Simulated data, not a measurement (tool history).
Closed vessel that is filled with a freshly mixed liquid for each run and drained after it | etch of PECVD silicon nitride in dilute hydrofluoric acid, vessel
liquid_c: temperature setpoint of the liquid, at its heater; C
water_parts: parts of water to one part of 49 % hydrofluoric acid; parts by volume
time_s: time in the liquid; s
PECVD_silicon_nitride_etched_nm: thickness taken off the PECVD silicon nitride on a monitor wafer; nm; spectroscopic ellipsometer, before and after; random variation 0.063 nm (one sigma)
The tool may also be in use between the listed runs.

run,day,liquid_c,water_parts,time_s,PECVD_silicon_nitride_etched_nm
1,0,21,235,360,9.3699
2,0.067,22,235,360,10.004
3,0.096,22.5,235,360,10.307
4,0.45,22.5,150,360,16.23
5,0.804,24,150,360,17.679
6,1.179,23.5,150,360,17.084
7,1.492,23,150,360,16.489
8,1.825,22.5,150,360,16.05
9,2.183,22,150,360,15.617

Forecast run 10:
10,2.304,18,175,360,?

PECVD_silicon_nitride_etched_nm: 10.304 nm

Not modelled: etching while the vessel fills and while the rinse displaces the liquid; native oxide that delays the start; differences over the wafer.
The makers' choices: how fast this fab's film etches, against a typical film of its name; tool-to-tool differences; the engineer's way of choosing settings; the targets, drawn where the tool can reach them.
